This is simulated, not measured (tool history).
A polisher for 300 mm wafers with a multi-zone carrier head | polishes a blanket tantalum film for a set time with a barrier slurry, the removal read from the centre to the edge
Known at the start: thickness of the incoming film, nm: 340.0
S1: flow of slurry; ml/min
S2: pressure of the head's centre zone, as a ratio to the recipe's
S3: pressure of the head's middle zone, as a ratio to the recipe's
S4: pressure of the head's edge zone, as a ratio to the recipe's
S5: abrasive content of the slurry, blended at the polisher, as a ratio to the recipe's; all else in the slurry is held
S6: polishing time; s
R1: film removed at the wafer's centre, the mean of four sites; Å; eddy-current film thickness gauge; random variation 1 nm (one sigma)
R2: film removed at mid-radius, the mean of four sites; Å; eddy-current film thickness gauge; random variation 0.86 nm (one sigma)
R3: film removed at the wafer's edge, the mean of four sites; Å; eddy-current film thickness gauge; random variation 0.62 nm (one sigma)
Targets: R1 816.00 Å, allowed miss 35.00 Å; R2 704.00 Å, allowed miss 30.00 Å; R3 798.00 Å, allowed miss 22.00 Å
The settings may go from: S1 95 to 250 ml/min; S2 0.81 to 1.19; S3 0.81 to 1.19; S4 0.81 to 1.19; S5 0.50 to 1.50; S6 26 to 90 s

{"run": 1, "hour": 0.0, "S1": 160, "S2": 1.0, "S3": 1.0, "S4": 1.0, "S5": 1.0, "S6": 58, "R1": 586.38, "R2": 600.77, "R3": 576.82}
{"run": 2, "hour": 4.5, "S1": 125, "S2": 1.0, "S3": 1.0, "S4": 1.0, "S5": 1.0, "S6": 58, "R1": 552.29, "R2": 558.4, "R3": 559.36}
{"run": 3, "hour": 13.5, "S1": 125, "S2": 1.0, "S3": 1.0, "S4": 1.0, "S5": 1.0, "S6": 63, "R1": 594.06, "R2": 604.48, "R3": 601.66}
{"run": 4, "hour": 15.3, "S1": 125, "S2": 1.0, "S3": 0.92, "S4": 1.0, "S5": 1.0, "S6": 63, "R1": 592.14, "R2": 572.55, "R3": 599.69}
{"run": 5, "hour": 23.4, "S1": 145, "S2": 1.03, "S3": 0.9, "S4": 1.06, "S5": 1.1, "S6": 63, "R1": 646.86, "R2": 598.63, "R3": 636.75}
{"run": 6, "hour": 31.8, "S1": 145, "S2": 1.03, "S3": 0.97, "S4": 1.06, "S5": 1.1, "S6": 63, "R1": 645.3, "R2": 615.78, "R3": 636.11}
{"run": 7, "hour": 35.2, "S1": 160, "S2": 1.04, "S3": 0.94, "S4": 1.1, "S5": 1.25, "S6": 64, "R1": 701.27, "R2": 683.14, "R3": 698.14}
{"run": 8, "hour": 39.0, "S1": 160, "S2": 1.06, "S3": 0.9, "S4": 1.13, "S5": 1.3, "S6": 65, "R1": 723.18, "R2": 654.53, "R3": 716.01}

Which of these 5 next moves meets every target?
{"run": "A", "hour": 42.8, "S1": 125, "S2": 1.17, "S3": 0.81, "S4": 1.19, "S5": 1.3, "S6": 71, "R1": "?", "R2": "?", "R3": "?"}
{"run": "B", "hour": 42.8, "S1": 115, "S2": 1.04, "S3": 0.92, "S4": 1.11, "S5": 1.25, "S6": 75, "R1": "?", "R2": "?", "R3": "?"}
{"run": "C", "hour": 42.8, "S1": 200, "S2": 1.11, "S3": 1.02, "S4": 1.0, "S5": 1.2, "S6": 65, "R1": "?", "R2": "?", "R3": "?"}
{"run": "D", "hour": 42.8, "S1": 200, "S2": 1.06, "S3": 0.86, "S4": 1.17, "S5": 1.35, "S6": 69, "R1": "?", "R2": "?", "R3": "?"}
{"run": "E", "hour": 42.8, "S1": 145, "S2": 1.1, "S3": 0.83, "S4": 1.19, "S5": 1.25, "S6": 68, "R1": "?", "R2": "?", "R3": "?"}

move=A R1=832.47 R2=616.27 R3=759.51
move=B R1=771.51 R2=689.32 R3=763.85
move=C R1=798.40 R2=716.94 R3=690.01
move=D R1=838.53 R2=692.64 R3=792.34
move=E R1=782.41 R2=616.53 R3=739.04
A: nearer than the last run, and not there yet
B: nearer than the last run, and not there yet
C: further off than the last run
D: meets every target
E: nearer than the last run, and not there yet
Move D is the one to make.
